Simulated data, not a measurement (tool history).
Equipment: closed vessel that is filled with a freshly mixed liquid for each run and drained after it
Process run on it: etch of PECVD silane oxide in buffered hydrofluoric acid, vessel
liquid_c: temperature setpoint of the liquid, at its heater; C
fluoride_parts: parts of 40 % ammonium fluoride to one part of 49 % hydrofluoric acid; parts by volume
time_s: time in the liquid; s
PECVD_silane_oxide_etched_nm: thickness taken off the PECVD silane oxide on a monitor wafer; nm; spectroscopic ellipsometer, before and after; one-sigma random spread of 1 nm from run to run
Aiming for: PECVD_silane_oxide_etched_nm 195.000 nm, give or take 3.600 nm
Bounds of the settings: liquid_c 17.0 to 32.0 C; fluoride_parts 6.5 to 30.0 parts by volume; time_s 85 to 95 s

run	hour	liquid_c	fluoride_parts	time_s	PECVD_silane_oxide_etched_nm
1	0.0	25.0	19.5	85	85.285
2	3.8	25.0	19.5	85	84.868
3	8.1	27.0	19.5	85	94.630
4	11.2	27.0	19.5	95	106.240
5	12.7	28.5	17.0	95	131.820
6	17.3	31.0	17.0	95	150.270
7	24.6	31.5	15.5	95	168.720
8	28.6	31.5	15.0	95	177.030
9	33.3	31.5	14.5	95	179.780
# hour 35.4: thermometer replaced
10	35.4	31.5	14.0	95	207.780

Which of these 4 next moves meets every target?
A	37.5	31.5	14.0	85	?
B	37.5	30.5	15.0	95	?
C	37.5	30.5	12.5	85	?
D	37.5	31.5	12.0	85	?

move	PECVD_silane_oxide_etched_nm
A	185.240
B	183.660
C	196.410
D	215.340
A: takes the biggest miss from the last run beyond its target
B: takes the biggest miss from the last run beyond its target
C: hits every target within its allowed miss
D: misses by more than the last run did
Correct choice: C, which meets every target
